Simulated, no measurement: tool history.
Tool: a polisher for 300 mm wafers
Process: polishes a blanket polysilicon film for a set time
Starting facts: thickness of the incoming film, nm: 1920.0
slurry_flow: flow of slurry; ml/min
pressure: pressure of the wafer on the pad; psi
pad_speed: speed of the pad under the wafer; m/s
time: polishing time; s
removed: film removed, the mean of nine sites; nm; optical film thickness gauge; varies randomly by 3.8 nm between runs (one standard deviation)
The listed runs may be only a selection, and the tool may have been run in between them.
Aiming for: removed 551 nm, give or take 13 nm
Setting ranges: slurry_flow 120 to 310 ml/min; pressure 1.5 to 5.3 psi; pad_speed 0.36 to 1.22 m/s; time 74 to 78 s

Run 1, day 0: slurry_flow 200 ml/min, pressure 3.4 psi, pad_speed 0.78 m/s, time 74 s. Result: removed 692.27 nm.
Run 2, day 0.05: slurry_flow 200 ml/min, pressure 3.4 psi, pad_speed 0.78 m/s, time 74 s. Result: removed 694.52 nm.
Run 3, day 0.383: slurry_flow 195 ml/min, pressure 3.3 psi, pad_speed 0.78 m/s, time 74 s. Result: removed 672.13 nm.
Run 4, day 0.5: slurry_flow 195 ml/min, pressure 3.3 psi, pad_speed 0.66 m/s, time 74 s. Result: removed 576.98 nm.
Run 5, day 0.612: slurry_flow 195 ml/min, pressure 2.8 psi, pad_speed 0.66 m/s, time 74 s. Result: removed 504.89 nm.
Run 6, day 0.808: slurry_flow 195 ml/min, pressure 2.8 psi, pad_speed 0.66 m/s, time 74 s. Result: removed 504.14 nm.
Run 7, day 0.879: slurry_flow 240 ml/min, pressure 3.1 psi, pad_speed 0.66 m/s, time 74 s. Result: removed 561.86 nm.
Run 8, day 0.988: slurry_flow 235 ml/min, pressure 3.1 psi, pad_speed 0.66 m/s, time 74 s. Result: removed 567.13 nm.

Below are 5 possible settings for the next run. Only one of them brings all results inside the allowed miss of their targets. Which is it?
Run A, day 1.096: slurry_flow 225 ml/min, pressure 3.3 psi, pad_speed 0.68 m/s, time 74 s. Result: removed ?.
Run B, day 1.096: slurry_flow 240 ml/min, pressure 2.7 psi, pad_speed 0.74 m/s, time 74 s. Result: removed ?.
Run C, day 1.096: slurry_flow 270 ml/min, pressure 3.1 psi, pad_speed 0.66 m/s, time 77 s. Result: removed ?.
Run D, day 1.096: slurry_flow 255 ml/min, pressure 2.9 psi, pad_speed 0.7 m/s, time 75 s. Result: removed ?.
Run E, day 1.096: slurry_flow 310 ml/min, pressure 3.2 psi, pad_speed 0.66 m/s, time 74 s. Result: removed ?.

move  removed
   A   604.09
   B   550.38
   C   592.52
   D    569.3
   E   593.18
A: further off than the last run
B: all results in spec
C: further off than the last run
D: further off than the last run
E: further off than the last run
Correct choice: B, which meets every target

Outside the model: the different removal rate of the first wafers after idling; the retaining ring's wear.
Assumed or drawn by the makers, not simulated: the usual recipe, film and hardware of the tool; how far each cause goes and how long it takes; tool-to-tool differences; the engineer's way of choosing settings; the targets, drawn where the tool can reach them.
